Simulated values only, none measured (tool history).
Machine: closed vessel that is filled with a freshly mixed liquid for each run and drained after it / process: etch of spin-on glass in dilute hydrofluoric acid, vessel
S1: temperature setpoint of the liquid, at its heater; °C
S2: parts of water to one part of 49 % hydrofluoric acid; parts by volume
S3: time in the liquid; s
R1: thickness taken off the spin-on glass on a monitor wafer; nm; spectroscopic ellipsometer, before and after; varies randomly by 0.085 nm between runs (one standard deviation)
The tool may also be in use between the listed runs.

{"run": 1, "hour": 0.0, "S1": 20.0, "S2": 190, "S3": 105, "R1": 10.561}
{"run": 2, "hour": 8.7, "S1": 20.0, "S2": 155, "S3": 105, "R1": 13.33}
{"run": 3, "hour": 15.7, "S1": 21.5, "S2": 150, "S3": 105, "R1": 14.785}
{"run": 4, "hour": 23.8, "S1": 21.5, "S2": 150, "S3": 75, "R1": 10.573}
{"run": 5, "hour": 24.3, "S1": 21.5, "S2": 220, "S3": 75, "R1": 6.6625}
{"run": 6, "hour": 32.6, "S1": 21.5, "S2": 185, "S3": 75, "R1": 8.1499}
{"run": 7, "hour": 37.4, "S1": 21.0, "S2": 165, "S3": 75, "R1": 9.2515}
{"run": 8, "hour": 42.9, "S1": 21.5, "S2": 145, "S3": 75, "R1": 10.974}
{"run": 9, "hour": 47.5, "S1": 21.0, "S2": 130, "S3": 75, "R1": 12.177}
{"run": 10, "hour": 52.5, "S1": 21.0, "S2": 115, "S3": 75, "R1": 14.051}
{"run": 11, "hour": 53.8, "S1": 21.0, "S2": 105, "S3": 75, "R1": 15.497}
{"run": 12, "hour": 56.4, "S1": 21.0, "S2": 100, "S3": 75, "R1": 16.279}

Expected results for the next run?
{"run": 13, "hour": 62.5, "S1": 21.0, "S2": 95, "S3": 75, "R1": "?"}

Run 13 gave R1 17.2380 nm.
